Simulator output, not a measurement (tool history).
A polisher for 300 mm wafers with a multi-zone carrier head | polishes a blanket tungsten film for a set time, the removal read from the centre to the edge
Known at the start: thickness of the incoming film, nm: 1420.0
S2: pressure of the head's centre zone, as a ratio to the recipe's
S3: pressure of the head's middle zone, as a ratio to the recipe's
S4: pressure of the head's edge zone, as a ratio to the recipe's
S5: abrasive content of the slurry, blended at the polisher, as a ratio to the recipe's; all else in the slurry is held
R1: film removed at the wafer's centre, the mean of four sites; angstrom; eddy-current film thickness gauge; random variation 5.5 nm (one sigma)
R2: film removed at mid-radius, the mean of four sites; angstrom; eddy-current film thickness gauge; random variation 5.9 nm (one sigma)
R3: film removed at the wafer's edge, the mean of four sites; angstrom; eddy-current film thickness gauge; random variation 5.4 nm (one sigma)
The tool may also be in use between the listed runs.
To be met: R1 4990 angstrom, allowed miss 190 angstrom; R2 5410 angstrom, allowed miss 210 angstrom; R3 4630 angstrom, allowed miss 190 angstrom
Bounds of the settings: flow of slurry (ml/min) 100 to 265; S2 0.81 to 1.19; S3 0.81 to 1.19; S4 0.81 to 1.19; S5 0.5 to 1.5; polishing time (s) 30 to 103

Run 1, day 0: flow of slurry (ml/min) 170, S2 1, S3 1, S4 1, S5 1, polishing time (s) 66. Result: R1 3342.6 angstrom, R2 3154.5 angstrom, R3 3131.7 angstrom.
Run 2, day 0.1: flow of slurry (ml/min) 180, S2 1, S3 1.04, S4 1.01, S5 1.1, polishing time (s) 69. Result: R1 3639.9 angstrom, R2 3492.7 angstrom, R3 3345.1 angstrom.
Run 3, day 0.129: flow of slurry (ml/min) 185, S2 0.99, S3 1.07, S4 1.02, S5 1.15, polishing time (s) 72. Result: R1 3863.7 angstrom, R2 3730.7 angstrom, R3 3561.8 angstrom.
Run 4, day 0.475: flow of slurry (ml/min) 190, S2 0.97, S3 1.09, S4 1.01, S5 1.2, polishing time (s) 75. Result: R1 3914 angstrom, R2 4077.4 angstrom, R3 3697.4 angstrom.
At day 0.754: centre zone pressure recalibrated.
Run 5, day 0.754: flow of slurry (ml/min) 190, S2 0.93, S3 1.09, S4 1.01, S5 1.2, polishing time (s) 75. Result: R1 3482 angstrom, R2 4079.1 angstrom, R3 3692.8 angstrom.
Run 6, day 1.112: flow of slurry (ml/min) 190, S2 0.86, S3 1.09, S4 1.01, S5 1.2, polishing time (s) 75. Result: R1 3147.9 angstrom, R2 4103.2 angstrom, R3 3741 angstrom.
Run 7, day 1.267: flow of slurry (ml/min) 195, S2 0.89, S3 1.1, S4 1.02, S5 1.25, polishing time (s) 77. Result: R1 3437.1 angstrom, R2 4153.4 angstrom, R3 3870.8 angstrom.
Run 8, day 1.35: flow of slurry (ml/min) 195, S2 0.91, S3 1.11, S4 1.01, S5 1.25, polishing time (s) 80. Result: R1 3642.9 angstrom, R2 4408.3 angstrom, R3 3977.7 angstrom.
Run 9, day 1.517: flow of slurry (ml/min) 200, S2 0.93, S3 1.12, S4 1.01, S5 1.3, polishing time (s) 82. Result: R1 3859.9 angstrom, R2 4579.8 angstrom, R3 4123.7 angstrom.

Which of these 5 next moves meets every target?
Run A, day 1.683: flow of slurry (ml/min) 195, S2 1.04, S3 1, S4 1.08, S5 1.3, polishing time (s) 95. Result: R1 ?, R2 ?, R3 ?.
Run B, day 1.683: flow of slurry (ml/min) 215, S2 0.88, S3 1.09, S4 1.05, S5 1.35, polishing time (s) 97. Result: R1 ?, R2 ?, R3 ?.
Run C, day 1.683: flow of slurry (ml/min) 215, S2 1.19, S3 1.05, S4 0.98, S5 1.15, polishing time (s) 93. Result: R1 ?, R2 ?, R3 ?.
Run D, day 1.683: flow of slurry (ml/min) 190, S2 1.06, S3 1.16, S4 0.97, S5 1.2, polishing time (s) 95. Result: R1 ?, R2 ?, R3 ?.
Run E, day 1.683: flow of slurry (ml/min) 210, S2 1.01, S3 0.99, S4 1.06, S5 1.5, polishing time (s) 94. Result: R1 ?, R2 ?, R3 ?.

move      R1      R2      R3
   A  4940.1  4849.5  5058.2
   B  4395.5  5447.7  5177.3
   C  5488.3  4913.4  4671.1
   D  4945.1  5406.5  4708.7
   E  4937.1  4938.4  5131.6
A: brings the result that was furthest off to its target, and leaves another outside
B: nearer than the last run, and not there yet
C: takes the result that was furthest off past its target
D: meets every target
E: brings the result that was furthest off to its target, and leaves another outside
Move D is the one to make.
